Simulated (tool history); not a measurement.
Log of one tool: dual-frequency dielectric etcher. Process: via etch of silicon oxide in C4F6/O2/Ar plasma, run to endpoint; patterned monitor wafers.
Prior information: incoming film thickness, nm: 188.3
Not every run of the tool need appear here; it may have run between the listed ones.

Run 1, day 0: bias power (kW) 0.348, source power (kW) 0.42, Ar flow (sccm) 300. Result: endpoint time (s) 50.281.
Run 2, day 0.029: bias power (kW) 0.348, source power (kW) 0.49, Ar flow (sccm) 300. Result: endpoint time (s) 47.716.
Run 3, day 0.121: bias power (kW) 0.348, source power (kW) 0.54, Ar flow (sccm) 300. Result: endpoint time (s) 46.24.
Run 4, day 0.429: bias power (kW) 0.348, source power (kW) 0.54, Ar flow (sccm) 261. Result: endpoint time (s) 45.164.
Run 5, day 0.7: bias power (kW) 0.348, source power (kW) 0.54, Ar flow (sccm) 217. Result: endpoint time (s) 44.268.
Run 6, day 0.729: bias power (kW) 0.322, source power (kW) 0.51, Ar flow (sccm) 221. Result: endpoint time (s) 46.564.

Run 7, settings as shown, results not yet in. Your forecast:
Run 7, day 1.029: bias power (kW) 0.301, source power (kW) 0.49, Ar flow (sccm) 225. Result: endpoint time (s) ?.

endpoint time (s): 48.187

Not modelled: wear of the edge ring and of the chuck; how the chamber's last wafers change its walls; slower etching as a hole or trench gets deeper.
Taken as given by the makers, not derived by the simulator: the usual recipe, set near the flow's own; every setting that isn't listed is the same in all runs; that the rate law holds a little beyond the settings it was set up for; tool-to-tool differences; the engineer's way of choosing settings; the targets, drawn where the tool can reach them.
